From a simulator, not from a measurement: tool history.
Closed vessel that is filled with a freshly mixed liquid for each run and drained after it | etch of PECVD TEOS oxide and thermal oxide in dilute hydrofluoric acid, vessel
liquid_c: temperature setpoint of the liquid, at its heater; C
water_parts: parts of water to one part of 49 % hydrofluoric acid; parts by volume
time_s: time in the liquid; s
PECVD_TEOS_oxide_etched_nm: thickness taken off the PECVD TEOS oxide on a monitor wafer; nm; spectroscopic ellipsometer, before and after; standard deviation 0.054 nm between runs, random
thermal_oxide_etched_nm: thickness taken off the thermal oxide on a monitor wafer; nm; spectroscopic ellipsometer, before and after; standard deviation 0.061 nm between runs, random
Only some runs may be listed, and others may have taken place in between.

run,hour,liquid_c,water_parts,time_s,PECVD_TEOS_oxide_etched_nm,thermal_oxide_etched_nm
1,0.0,26.0,245,610,18.683,10.8800
2,0.7,24.0,245,610,17.469,10.0980
3,1.2,24.0,245,810,23.219,13.5850
4,8.9,24.0,245,715,20.391,11.8290
5,11.5,21.5,245,715,18.755,10.7190
6,16.3,20.5,255,715,17.085,10.0190

Run 7, settings as shown, results not yet in. Your forecast:
7,19.7,20.0,260,715,?,?

{"run 7": {"PECVD_TEOS_oxide_etched_nm": 16.345, "thermal_oxide_etched_nm": 9.4973}}
